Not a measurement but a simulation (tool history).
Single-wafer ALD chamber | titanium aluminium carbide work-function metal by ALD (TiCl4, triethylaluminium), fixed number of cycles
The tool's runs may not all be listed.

run,hour,heater temperature setpoint (°C),triethylaluminium pulse time (s),mean film thickness on the monitor wafer (nm)
1,0,300,7.58,2.0235
2,0.6,293,7.58,1.974
3,6.8,287,7.58,1.9192
4,13.3,287,5.6,1.8232
5,20.7,287,4.25,1.7337
6,21.8,287,3.24,1.6494
7,30.4,293,4.26,1.7841
8,39.2,299,4.69,1.8536
9,47.7,304,5.1,1.9377
10,54.7,308,5.27,1.9802
11,55.5,308,5.27,1.9755
12,61,311,5.48,2.0234
13,63.1,313,5.6,2.045

Run 14 comes next. What will it give?
14,68,313,5.6,?

Run 14 gave mean film thickness on the monitor wafer (nm) 2.0466.
